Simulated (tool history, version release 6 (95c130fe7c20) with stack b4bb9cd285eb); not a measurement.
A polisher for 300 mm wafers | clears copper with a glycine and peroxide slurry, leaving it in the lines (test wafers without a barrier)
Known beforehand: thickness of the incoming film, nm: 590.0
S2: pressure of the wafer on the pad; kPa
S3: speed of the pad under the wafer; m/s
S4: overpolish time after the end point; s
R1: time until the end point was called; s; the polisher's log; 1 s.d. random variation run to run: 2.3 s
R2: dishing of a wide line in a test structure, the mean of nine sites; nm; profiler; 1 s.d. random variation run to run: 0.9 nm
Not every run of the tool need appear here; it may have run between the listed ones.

{"run": 1, "day": 0.0, "flow of slurry (ml/min)": 180, "S2": 22.8, "S3": 1.22, "S4": 20, "R1": 63.163, "R2": 80.601}
{"run": 2, "day": 0.362, "flow of slurry (ml/min)": 180, "S2": 22.8, "S3": 1.06, "S4": 20, "R1": 69.04, "R2": 75.93}
{"run": 3, "day": 0.629, "flow of slurry (ml/min)": 180, "S2": 22.8, "S3": 1.06, "S4": 25, "R1": 69.746, "R2": 84.917}
{"run": 4, "day": 0.875, "flow of slurry (ml/min)": 180, "S2": 20.7, "S3": 1.04, "S4": 24, "R1": 76.505, "R2": 77.073}
{"run": 5, "day": 1.225, "flow of slurry (ml/min)": 180, "S2": 20.7, "S3": 1.04, "S4": 30, "R1": 75.694, "R2": 90.16}
{"run": 6, "day": 1.475, "flow of slurry (ml/min)": 180, "S2": 25.5, "S3": 1.04, "S4": 30, "R1": 64.635, "R2": 97.351}
{"run": 7, "day": 1.658, "flow of slurry (ml/min)": 180, "S2": 23.4, "S3": 0.98, "S4": 28, "R1": 69.192, "R2": 88.905}

Estimate the outcome of run 8 from the log above:
{"run": 8, "day": 1.704, "flow of slurry (ml/min)": 180, "S2": 21.4, "S3": 0.92, "S4": 27, "R1": "?", "R2": "?"}

Run 8 came out at R1 83.461 s, R2 79.412 nm.
